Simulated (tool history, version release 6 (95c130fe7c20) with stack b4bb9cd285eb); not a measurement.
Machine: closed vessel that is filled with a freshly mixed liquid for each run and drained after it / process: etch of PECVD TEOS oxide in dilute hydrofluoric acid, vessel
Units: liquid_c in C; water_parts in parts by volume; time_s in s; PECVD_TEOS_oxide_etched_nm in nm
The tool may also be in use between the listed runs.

run	hour	liquid_c	water_parts	time_s	PECVD_TEOS_oxide_etched_nm
1	0	25	120	30	4.0719
2	6.4	27.5	120	30	4.4828
3	14.4	27.5	120	30	4.4814
4	22.2	29	110	30	5.2121
5	24.6	31.5	110	30	5.6967
6	26.1	32	100	30	6.5219
7	27.4	32	100	30	6.5226

Forecast run 8:
8	31.7	32.5	95	30	?

{"run 8": {"PECVD_TEOS_oxide_etched_nm": 7.0603}}

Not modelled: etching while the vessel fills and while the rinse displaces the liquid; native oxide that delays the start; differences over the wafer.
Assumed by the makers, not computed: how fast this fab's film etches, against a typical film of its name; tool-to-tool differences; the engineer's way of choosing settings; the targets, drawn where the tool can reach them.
